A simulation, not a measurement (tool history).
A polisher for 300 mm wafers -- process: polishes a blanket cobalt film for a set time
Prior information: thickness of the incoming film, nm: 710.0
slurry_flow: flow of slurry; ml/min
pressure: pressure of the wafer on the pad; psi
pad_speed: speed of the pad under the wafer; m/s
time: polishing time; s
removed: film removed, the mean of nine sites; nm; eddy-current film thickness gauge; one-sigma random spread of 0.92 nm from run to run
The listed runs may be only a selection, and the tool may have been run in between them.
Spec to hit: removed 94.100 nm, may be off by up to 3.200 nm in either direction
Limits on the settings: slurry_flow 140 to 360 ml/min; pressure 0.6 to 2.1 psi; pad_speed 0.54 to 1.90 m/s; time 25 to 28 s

run	day	slurry_flow	pressure	pad_speed	time	removed
1	0.000	230	1.3	1.22	28	133.910
2	0.321	225	1.0	1.22	28	103.150
3	0.375	225	1.0	1.44	28	122.420
4	0.425	220	0.8	1.44	28	98.640
5	0.758	220	1.0	1.44	28	119.510
6	0.958	220	1.0	1.44	28	120.810
7	1.054	215	0.8	1.44	28	99.250
8	1.275	205	0.8	1.44	28	100.540
9	1.500	205	0.7	1.44	28	88.035
10	1.729	210	0.7	1.44	28	88.439
11	1.888	210	0.7	1.44	28	88.004
12	2.242	215	0.7	1.44	28	88.582
13	2.429	215	0.8	1.44	28	98.471

4 candidate next runs follow, results not yet known. Just one meets every target within its allowed miss. Identify it.
A	2.617	205	0.8	1.52	28	?
B	2.617	220	0.9	1.30	28	?
C	2.617	220	0.8	1.50	28	?
D	2.617	190	0.9	1.32	26	?

move	removed
A	102.170
B	98.176
C	101.660
D	90.979
A: the biggest miss grows against the last run
B: moves toward the targets from the last run without getting all of them in spec
C: the biggest miss grows against the last run
D: all results in spec
The right move is D.
